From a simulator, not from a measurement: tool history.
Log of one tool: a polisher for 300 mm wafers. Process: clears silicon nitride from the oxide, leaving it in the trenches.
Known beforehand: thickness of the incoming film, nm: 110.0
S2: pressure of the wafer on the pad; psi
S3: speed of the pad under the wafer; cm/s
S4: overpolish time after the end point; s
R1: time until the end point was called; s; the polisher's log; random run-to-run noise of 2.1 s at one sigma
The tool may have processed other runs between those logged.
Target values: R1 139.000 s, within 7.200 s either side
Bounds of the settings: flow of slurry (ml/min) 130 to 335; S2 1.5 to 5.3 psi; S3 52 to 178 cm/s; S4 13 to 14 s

run 1 hour=0.0 | flow_of_slurry_(ml/min)=215 S2=3.4 S3=114 S4=13 | R1=88.824
run 2 hour=6.7 | flow_of_slurry_(ml/min)=215 S2=3.1 S3=114 S4=13 | R1=95.679
run 3 hour=11.8 | flow_of_slurry_(ml/min)=215 S2=3.1 S3=104 S4=13 | R1=106.310
run 4 hour=13.8 | flow_of_slurry_(ml/min)=260 S2=3.1 S3=104 S4=13 | R1=103.430
run 5 hour=19.8 | flow_of_slurry_(ml/min)=260 S2=3.8 S3=104 S4=13 | R1=84.747
run 6 hour=25.3 | flow_of_slurry_(ml/min)=260 S2=3.5 S3=102 S4=13 | R1=96.845
run 7 hour=29.0 | flow_of_slurry_(ml/min)=260 S2=3.2 S3=102 S4=13 | R1=104.670
run 8 hour=35.7 | flow_of_slurry_(ml/min)=260 S2=3.0 S3=102 S4=13 | R1=108.580
run 9 hour=41.5 | flow_of_slurry_(ml/min)=260 S2=2.8 S3=102 S4=13 | R1=115.970
run 10 hour=48.8 | flow_of_slurry_(ml/min)=260 S2=2.7 S3=102 S4=13 | R1=119.160
run 11 hour=53.4 | flow_of_slurry_(ml/min)=260 S2=2.6 S3=102 S4=13 | R1=125.570
run 12 hour=56.7 | flow_of_slurry_(ml/min)=260 S2=2.5 S3=102 S4=13 | R1=129.100

Of the 5 settings listed for the next run, only one would bring every result within its allowed miss of target. Which one?
run A hour=60.0 | flow_of_slurry_(ml/min)=290 S2=2.3 S3=102 S4=14 | R1=?
run B hour=60.0 | flow_of_slurry_(ml/min)=185 S2=2.1 S3=130 S4=14 | R1=?
run C hour=60.0 | flow_of_slurry_(ml/min)=230 S2=2.8 S3=76 S4=13 | R1=?
run D hour=60.0 | flow_of_slurry_(ml/min)=230 S2=2.4 S3=92 S4=13 | R1=?
run E hour=60.0 | flow_of_slurry_(ml/min)=290 S2=2.3 S3=86 S4=14 | R1=?

move=A R1=141.780
move=B R1=128.250
move=C R1=159.330
move=D R1=153.820
move=E R1=167.120
A: all results in spec
B: misses by more than the last run did
C: takes the result that was furthest off past its target
D: takes the result that was furthest off past its target
E: takes the result that was furthest off past its target
Go with A: it meets all targets.
